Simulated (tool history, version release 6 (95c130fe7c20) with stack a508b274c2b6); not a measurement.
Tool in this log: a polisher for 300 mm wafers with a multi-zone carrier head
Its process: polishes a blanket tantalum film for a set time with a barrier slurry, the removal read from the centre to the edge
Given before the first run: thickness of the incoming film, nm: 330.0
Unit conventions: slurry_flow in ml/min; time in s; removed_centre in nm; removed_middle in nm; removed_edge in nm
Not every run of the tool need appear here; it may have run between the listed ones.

run,day,slurry_flow,centre_zone,middle_zone,edge_zone,slurry_solids,time,removed_centre,removed_middle,removed_edge
1,0.000,160,1.00,1.00,1.00,1.00,67,99.598,103.360,99.012
2,0.033,155,0.98,0.98,0.99,0.90,66,90.468,93.823,93.917
3,0.196,155,0.97,0.98,0.97,0.85,65,84.571,90.938,86.975
4,0.404,155,0.97,0.92,0.97,0.85,65,84.567,85.098,87.874
5,0.471,155,0.97,0.92,0.97,0.70,65,74.157,74.379,76.789
6,0.692,150,0.96,0.92,0.97,0.70,65,73.988,73.741,75.723
7,0.912,150,0.94,0.92,0.97,0.70,65,71.620,74.912,75.848

Estimate the outcome of run 8 from the log above:
8,1.112,150,0.94,0.92,0.97,0.70,65,?,?,?

{"run 8": {"removed_centre": 72.276, "removed_middle": 73.371, "removed_edge": 76.569}}
